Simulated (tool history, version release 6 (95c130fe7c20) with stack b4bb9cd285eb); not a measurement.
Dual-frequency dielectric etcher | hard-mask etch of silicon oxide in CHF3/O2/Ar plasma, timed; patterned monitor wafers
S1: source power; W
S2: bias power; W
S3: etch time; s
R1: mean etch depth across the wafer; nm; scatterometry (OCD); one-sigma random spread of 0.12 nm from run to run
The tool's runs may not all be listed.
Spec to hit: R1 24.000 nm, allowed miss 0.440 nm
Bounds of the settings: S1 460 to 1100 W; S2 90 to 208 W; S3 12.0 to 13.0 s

{"run": 1, "hour": 0.0, "S1": 780, "S2": 149, "S3": 13.0, "R1": 28.081}
{"run": 2, "hour": 2.5, "S1": 780, "S2": 149, "S3": 13.0, "R1": 28.381}
{"run": 3, "hour": 9.1, "S1": 730, "S2": 149, "S3": 13.0, "R1": 27.505}
{"run": 4, "hour": 15.3, "S1": 660, "S2": 147, "S3": 13.0, "R1": 25.494}
{"run": 5, "hour": 16.7, "S1": 640, "S2": 147, "S3": 13.0, "R1": 24.986}
{"run": 6, "hour": 17.4, "S1": 750, "S2": 147, "S3": 13.0, "R1": 27.524}
{"run": 7, "hour": 24.0, "S1": 750, "S2": 147, "S3": 13.0, "R1": 27.526}
{"run": 8, "hour": 32.2, "S1": 700, "S2": 146, "S3": 13.0, "R1": 26.341}
{"run": 9, "hour": 36.4, "S1": 670, "S2": 145, "S3": 13.0, "R1": 25.345}
{"run": 10, "hour": 39.6, "S1": 650, "S2": 145, "S3": 13.0, "R1": 25.266}
{"run": 11, "hour": 47.3, "S1": 630, "S2": 145, "S3": 13.0, "R1": 24.674}

Which of these 4 next moves meets every target?
{"run": "A", "hour": 55.0, "S1": 650, "S2": 150, "S3": 13.0, "R1": "?"}
{"run": "B", "hour": 55.0, "S1": 760, "S2": 133, "S3": 12.0, "R1": "?"}
{"run": "C", "hour": 55.0, "S1": 580, "S2": 156, "S3": 13.0, "R1": "?"}
{"run": "D", "hour": 55.0, "S1": 600, "S2": 198, "S3": 12.5, "R1": "?"}

move=A R1=25.563
move=B R1=25.039
move=C R1=24.012
move=D R1=25.497
A: lands further from the targets than the last run did
B: lands further from the targets than the last run did
C: each result inside its tolerance
D: lands further from the targets than the last run did
Answer: C

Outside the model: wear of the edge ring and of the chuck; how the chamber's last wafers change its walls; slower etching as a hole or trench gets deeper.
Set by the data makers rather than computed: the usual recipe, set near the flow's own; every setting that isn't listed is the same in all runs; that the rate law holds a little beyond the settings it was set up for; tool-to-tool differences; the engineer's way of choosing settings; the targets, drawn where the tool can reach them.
